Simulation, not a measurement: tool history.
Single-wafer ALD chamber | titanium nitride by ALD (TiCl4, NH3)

run,hour,heater temperature setpoint (deg C),number of ALD cycles (cycles),NH3 pulse time (s),mean film thickness on the monitor wafer (nm)
1,0.0,380,74,2.29,1.5337
2,5.4,378,74,2.14,1.5266
3,7.2,378,76,2.14,1.5642
4,10.4,377,76,2.05,1.5518
5,15.7,377,74,2.05,1.5216
6,17.6,375,74,1.93,1.5110
7,20.6,363,74,1.20,1.3730
8,28.2,364,74,1.20,1.3819
9,35.9,364,74,1.20,1.3748
10,40.3,365,74,1.20,1.3849
11,47.4,366,74,1.20,1.3886
12,49.2,367,74,1.20,1.3819
13,51.8,368,74,1.20,1.4001
14,54.2,368,74,1.20,1.3974
15,55.9,369,74,1.20,1.3944
16,59.5,369,74,1.20,1.3980

The next listed run, before its measurement:
17,60.4,370,74,1.20,?

mean film thickness on the monitor wafer (nm): 1.3997
